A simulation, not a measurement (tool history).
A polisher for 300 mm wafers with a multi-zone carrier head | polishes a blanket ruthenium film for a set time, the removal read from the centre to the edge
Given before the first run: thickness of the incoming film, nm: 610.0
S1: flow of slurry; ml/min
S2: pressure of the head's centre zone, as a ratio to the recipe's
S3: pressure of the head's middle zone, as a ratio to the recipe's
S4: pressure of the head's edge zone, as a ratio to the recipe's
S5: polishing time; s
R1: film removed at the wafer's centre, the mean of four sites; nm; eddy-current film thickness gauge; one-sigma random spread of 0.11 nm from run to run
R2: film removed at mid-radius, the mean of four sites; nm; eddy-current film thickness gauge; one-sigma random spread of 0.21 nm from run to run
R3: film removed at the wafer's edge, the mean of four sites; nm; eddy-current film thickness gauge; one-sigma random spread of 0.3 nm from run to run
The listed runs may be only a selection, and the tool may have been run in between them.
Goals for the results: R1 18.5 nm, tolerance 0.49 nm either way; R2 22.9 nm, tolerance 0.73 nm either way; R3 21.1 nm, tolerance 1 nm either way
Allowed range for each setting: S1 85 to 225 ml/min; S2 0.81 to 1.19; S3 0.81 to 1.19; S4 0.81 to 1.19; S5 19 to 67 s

| run | hour | S1 | S2 | S3 | S4 | S5 | R1 | R2 | R3 |
|---|---|---|---|---|---|---|---|---|---|
| 1 | 0 | 145 | 1 | 1 | 1 | 43 | 37.031 | 37.639 | 35.424 |
| 2 | 5.8 | 145 | 1 | 1 | 1 | 38 | 32.569 | 32.527 | 30.411 |
| 3 | 13.8 | 145 | 1 | 1 | 0.92 | 38 | 32.439 | 32.956 | 29.467 |
| 4 | 15.3 | 135 | 0.97 | 1 | 0.92 | 36 | 29.195 | 30.128 | 28.87 |
| 5 | 21 | 135 | 0.92 | 1 | 0.92 | 36 | 27.644 | 30.112 | 28.313 |
| 6 | 28.4 | 135 | 0.92 | 1 | 0.92 | 46 | 35.84 | 39.23 | 35.328 |
| 7 | 34.1 | 135 | 0.92 | 1 | 0.92 | 46 | 35.795 | 38.636 | 35.707 |
| 8 | 34.7 | 135 | 0.91 | 1.01 | 0.91 | 43 | 32.794 | 36.426 | 32.363 |
| 9 | 40.3 | 130 | 0.9 | 1.01 | 0.9 | 41 | 30.713 | 34.092 | 31.848 |
| 10 | 48.3 | 130 | 0.9 | 1.01 | 0.9 | 41 | 30.634 | 33.846 | 31.742 |
| 11 | 54.4 | 135 | 0.89 | 1.02 | 0.89 | 38 | 28.542 | 32.642 | 28.848 |
|  | 59.8 | edge zone pressure recalibrated |
| 12 | 59.8 | 135 | 0.88 | 1.02 | 0.89 | 36 | 26.723 | 30.74 | 29.6 |
| 13 | 62.1 | 130 | 0.88 | 1.04 | 0.88 | 34 | 24.875 | 29.416 | 26.761 |
| 14 | 66.8 | 125 | 0.88 | 1.04 | 0.87 | 33 | 23.764 | 28.393 | 26.017 |
| 15 | 70.9 | 120 | 0.88 | 1.04 | 0.86 | 32 | 22.753 | 27.45 | 24.714 |
| 16 | 72 | 115 | 0.88 | 1.04 | 0.85 | 31 | 21.826 | 25.813 | 23.79 |
| 17 | 78.8 | 110 | 0.88 | 1.04 | 0.84 | 31 | 21.68 | 25.472 | 23.272 |
| 18 | 84.7 | 105 | 0.87 | 1.04 | 0.84 | 31 | 20.962 | 25.274 | 23.383 |

Which single option among these 4 for the next run brings every result within its allowed miss of target? Just one does.
| A | 90.6 | 115 | 0.97 | 1.17 | 0.81 | 25 | ? | ? | ? |
| B | 90.6 | 85 | 0.86 | 1.05 | 0.81 | 30 | ? | ? | ? |
| C | 90.6 | 115 | 0.93 | 1.06 | 0.82 | 28 | ? | ? | ? |
| D | 90.6 | 85 | 0.88 | 0.81 | 0.99 | 36 | ? | ? | ? |

| move | R1 | R2 | R3 |
|---|---|---|---|
| A | 19.741 | 23.177 | 18.716 |
| B | 18.6 | 22.869 | 20.997 |
| C | 21.175 | 23.855 | 21.105 |
| D | 22.805 | 22.1 | 27.71 |
A: better than the last run, though not everything is in spec
B: hits every target within its allowed miss
C: the biggest miss grows against the last run
D: the biggest miss grows against the last run
Answer: B
